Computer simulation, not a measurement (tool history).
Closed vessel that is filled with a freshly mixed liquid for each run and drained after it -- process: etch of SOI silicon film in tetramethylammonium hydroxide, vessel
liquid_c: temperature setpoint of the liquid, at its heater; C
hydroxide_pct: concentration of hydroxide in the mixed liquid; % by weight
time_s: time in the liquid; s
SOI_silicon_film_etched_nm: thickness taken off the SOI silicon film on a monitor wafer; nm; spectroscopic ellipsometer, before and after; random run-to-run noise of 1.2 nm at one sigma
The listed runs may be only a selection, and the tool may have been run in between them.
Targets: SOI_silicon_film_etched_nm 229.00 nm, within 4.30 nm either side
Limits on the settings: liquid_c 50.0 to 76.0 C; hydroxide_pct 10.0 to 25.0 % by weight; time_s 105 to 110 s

Run 1, hour 0.0: liquid_c 63.0 C, hydroxide_pct 19.5 % by weight, time_s 105 s. Result: SOI_silicon_film_etched_nm 358.73 nm.
Run 2, hour 4.6: liquid_c 63.0 C, hydroxide_pct 19.5 % by weight, time_s 110 s. Result: SOI_silicon_film_etched_nm 374.04 nm.
Run 3, hour 6.4: liquid_c 60.5 C, hydroxide_pct 19.5 % by weight, time_s 110 s. Result: SOI_silicon_film_etched_nm 320.53 nm.
Run 4, hour 14.7: liquid_c 60.5 C, hydroxide_pct 17.5 % by weight, time_s 110 s. Result: SOI_silicon_film_etched_nm 336.57 nm.
Run 5, hour 18.4: liquid_c 60.5 C, hydroxide_pct 13.5 % by weight, time_s 110 s. Result: SOI_silicon_film_etched_nm 373.43 nm.
Run 6, hour 27.4: liquid_c 60.5 C, hydroxide_pct 10.0 % by weight, time_s 110 s. Result: SOI_silicon_film_etched_nm 424.42 nm.
Run 7, hour 28.6: liquid_c 57.5 C, hydroxide_pct 10.0 % by weight, time_s 110 s. Result: SOI_silicon_film_etched_nm 352.30 nm.
Run 8, hour 29.6: liquid_c 55.0 C, hydroxide_pct 10.0 % by weight, time_s 110 s. Result: SOI_silicon_film_etched_nm 298.50 nm.
Run 9, hour 34.3: liquid_c 55.0 C, hydroxide_pct 10.0 % by weight, time_s 110 s. Result: SOI_silicon_film_etched_nm 299.63 nm.
Run 10, hour 35.9: liquid_c 53.5 C, hydroxide_pct 10.0 % by weight, time_s 110 s. Result: SOI_silicon_film_etched_nm 269.95 nm.
Run 11, hour 38.3: liquid_c 52.5 C, hydroxide_pct 10.0 % by weight, time_s 110 s. Result: SOI_silicon_film_etched_nm 252.62 nm.
Run 12, hour 45.6: liquid_c 52.0 C, hydroxide_pct 10.0 % by weight, time_s 110 s. Result: SOI_silicon_film_etched_nm 245.08 nm.
Run 13, hour 53.1: liquid_c 50.5 C, hydroxide_pct 10.0 % by weight, time_s 110 s. Result: SOI_silicon_film_etched_nm 221.67 nm.

Next run, 5 choices. One meets every target within its allowed miss, the rest don't. Which?
Run A, hour 60.6: liquid_c 53.0 C, hydroxide_pct 11.0 % by weight, time_s 105 s. Result: SOI_silicon_film_etched_nm ?.
Run B, hour 60.6: liquid_c 51.0 C, hydroxide_pct 10.0 % by weight, time_s 105 s. Result: SOI_silicon_film_etched_nm ?.
Run C, hour 60.6: liquid_c 50.0 C, hydroxide_pct 10.0 % by weight, time_s 110 s. Result: SOI_silicon_film_etched_nm ?.
Run D, hour 60.6: liquid_c 51.0 C, hydroxide_pct 10.0 % by weight, time_s 110 s. Result: SOI_silicon_film_etched_nm ?.
Run E, hour 60.6: liquid_c 51.0 C, hydroxide_pct 11.0 % by weight, time_s 110 s. Result: SOI_silicon_film_etched_nm ?.

move  SOI_silicon_film_etched_nm
   A                      242.46
   B                      219.50
   C                      215.16
   D                      229.95
   E                      222.66
A: carries the result that was furthest off beyond its target, to the other side
B: lands further from the targets than the last run did
C: lands further from the targets than the last run did
D: all results in spec
E: nearer than the last run, and not there yet
Correct choice: D, which meets every target
